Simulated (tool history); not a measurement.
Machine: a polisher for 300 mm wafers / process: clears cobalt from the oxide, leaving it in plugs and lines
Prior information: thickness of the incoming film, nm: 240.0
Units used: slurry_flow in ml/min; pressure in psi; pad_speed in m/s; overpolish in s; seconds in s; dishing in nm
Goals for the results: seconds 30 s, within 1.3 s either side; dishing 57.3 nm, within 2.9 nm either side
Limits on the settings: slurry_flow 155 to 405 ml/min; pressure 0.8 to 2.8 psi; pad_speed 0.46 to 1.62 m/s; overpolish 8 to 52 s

run  hour  slurry_flow  pressure  pad_speed  overpolish  seconds  dishing
  1     0          260       1.8       1.04          26   44.103   60.515
  2   3.5          260       1.8       1.04          16   43.192   49.904
  3   4.4          290       1.8       1.04          16   43.767   50.815
  4   5.2          290       1.6       1.04          16    47.67   47.306
  5   9.9          290       1.8       1.06          15   42.772   51.236
  6  11.7          290       1.8       1.18          15   37.724   51.637
  7  17.8          290       1.9       1.18          15   36.379   54.591
  8  19.3          290         2       1.18          14   35.348   52.421
  9  20.9          290       2.1       1.18          14   33.839   53.383
 10  24.7          290       2.1       1.18          14   32.976   53.673
 11  33.1          290       2.2       1.18          15   31.884   55.884

Which one of the following 4 next-run settings gets every result inside its allowed miss? There is exactly one.
  A  41.5          295         2       1.14          16        ?        ?
  B  41.5          270       2.4       1.32          13        ?        ?
  C  41.5          250       2.2       1.52          13        ?        ?
  D  41.5          315       2.1        1.3          15        ?        ?

move  seconds  dishing
   A   36.151   54.426
   B   27.153    55.88
   C   26.029   56.668
   D   30.559   56.415
A: misses by more than the last run did
B: the result that was furthest off in the last run now lies on the other side of its target
C: the result that was furthest off in the last run now lies on the other side of its target
D: every result lands within tolerance
The move that meets every target is D.
